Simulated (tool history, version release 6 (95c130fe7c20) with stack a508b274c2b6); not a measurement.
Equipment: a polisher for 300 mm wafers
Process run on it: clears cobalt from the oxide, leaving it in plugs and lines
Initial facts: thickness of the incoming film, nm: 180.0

run  hour  flow of slurry (ml/min)  pressure of the wafer on the pad (kPa)  speed of the pad under the wafer (cm/s)  overpolish time after the end point (s)  time until the end point was called (s)  dishing of a wide line in a test structure (Å)
  1   0.0                      260                                    17.2                                       86                                       21                                   30.769                                          659.86
  2   7.0                      255                                    14.5                                       78                                       16                                   39.014                                          496.55
  3  10.1                      255                                    11.7                                       78                                       16                                   47.256                                          438.93
  4  18.6                      255                                    11.7                                       66                                       16                                   54.491                                          389.25
  5  27.3                      195                                    11.7                                       66                                       16                                   56.467                                          378.20
  6  29.3                      195                                    15.9                                       66                                       16                                   43.986                                          464.10
  7  33.9                      185                                    13.1                                       68                                       13                                   49.271                                          362.81
  8  41.8                      180                                     8.3                                       64                                        6                                   76.423                                          128.15
  9  47.2                      195                                     9.0                                       62                                        8                                   74.385                                          170.27
 10  54.8                      215                                     9.7                                       62                                        9                                   69.259                                          203.76
 11  63.6                      230                                     9.7                                       62                                        9                                   68.177                                          201.12
 12  70.4                      230                                     9.7                                       62                                        9                                   68.279                                          202.26
 13  72.8                      240                                     9.7                                       62                                        9                                   67.425                                          207.80

What will run 14 give?
 14  78.1                      250                                     9.7                                       62                                        9                                        ?                                               ?

{"run 14": {"time until the end point was called (s)": 68.458, "dishing of a wide line in a test structure (Å)": 203.48}}
